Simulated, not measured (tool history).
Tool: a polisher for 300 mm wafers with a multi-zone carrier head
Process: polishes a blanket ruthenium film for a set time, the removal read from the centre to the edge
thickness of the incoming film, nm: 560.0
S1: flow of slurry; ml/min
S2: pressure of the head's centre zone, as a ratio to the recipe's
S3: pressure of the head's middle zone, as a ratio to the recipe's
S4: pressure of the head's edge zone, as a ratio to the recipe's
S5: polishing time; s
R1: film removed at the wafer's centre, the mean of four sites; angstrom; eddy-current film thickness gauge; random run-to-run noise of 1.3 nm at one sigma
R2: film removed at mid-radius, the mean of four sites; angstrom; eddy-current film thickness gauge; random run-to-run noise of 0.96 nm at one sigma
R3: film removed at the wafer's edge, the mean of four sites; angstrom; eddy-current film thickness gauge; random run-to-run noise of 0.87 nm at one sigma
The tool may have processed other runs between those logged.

run	hour	S1	S2	S3	S4	S5	R1	R2	R3
1	0	160	1	1	1	89	868.41	877.47	891.56
2	0.7	160	1	1	0.94	89	862.65	873.57	872.81
3	5.2	170	1.02	1.02	0.97	91	911.08	925.23	907.83
4	7.6	180	1.04	1.03	1	92	951.07	937.19	934.06
5	9.2	180	1.11	1.03	1	92	1037.8	938.75	937.94
6	14.7	180	1.05	1.03	1	92	962.51	942.85	930.99

Run 7 is up next; what results do you expect?
7	17	185	1.06	1.04	1.02	93	?	?	?

Run 7 produced R1 999.22 angstrom, R2 973.97 angstrom, R3 974.58 angstrom.

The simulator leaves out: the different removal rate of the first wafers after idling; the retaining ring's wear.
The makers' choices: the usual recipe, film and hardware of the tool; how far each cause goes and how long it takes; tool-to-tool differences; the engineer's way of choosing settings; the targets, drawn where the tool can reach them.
